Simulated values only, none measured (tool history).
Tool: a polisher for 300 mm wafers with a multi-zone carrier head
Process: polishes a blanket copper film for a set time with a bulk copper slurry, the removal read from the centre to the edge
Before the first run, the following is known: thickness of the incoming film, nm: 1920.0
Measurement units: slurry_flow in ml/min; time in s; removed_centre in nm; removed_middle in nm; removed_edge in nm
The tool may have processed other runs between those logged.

run	hour	slurry_flow	centre_zone	middle_zone	edge_zone	slurry_solids	time	removed_centre	removed_middle	removed_edge
1	0.0	290	1.00	1.00	1.00	1.00	35	273.84	282.66	282.28
2	2.1	290	0.95	1.00	1.00	1.00	35	266.69	284.05	280.49
3	7.8	325	0.95	1.00	1.00	1.00	35	270.44	281.37	283.45
4	8.7	330	0.96	0.97	0.98	0.90	32	240.71	247.40	249.62
5	10.7	335	0.98	0.94	0.97	0.85	30	230.77	224.60	227.96
6	11.3	335	1.05	0.94	0.97	0.85	30	250.19	224.90	225.73
7	14.2	335	1.04	0.92	0.98	0.80	28	230.63	203.78	216.40
8	15.3	315	0.99	0.85	0.88	0.55	21	152.11	136.41	143.04
9	18.9	315	0.99	0.85	0.88	0.55	21	153.51	136.00	142.71
10	20.0	320	1.00	0.86	0.91	0.55	21	151.63	135.99	147.77
11	25.9	340	1.10	0.93	0.96	0.80	22	188.14	164.44	168.74

What does the tool deliver on the next run?
12	34.3	325	1.09	0.92	0.96	0.80	22	?	?	?

{"run 12": {"removed_centre": 185.07, "removed_middle": 160.01, "removed_edge": 171.99}}

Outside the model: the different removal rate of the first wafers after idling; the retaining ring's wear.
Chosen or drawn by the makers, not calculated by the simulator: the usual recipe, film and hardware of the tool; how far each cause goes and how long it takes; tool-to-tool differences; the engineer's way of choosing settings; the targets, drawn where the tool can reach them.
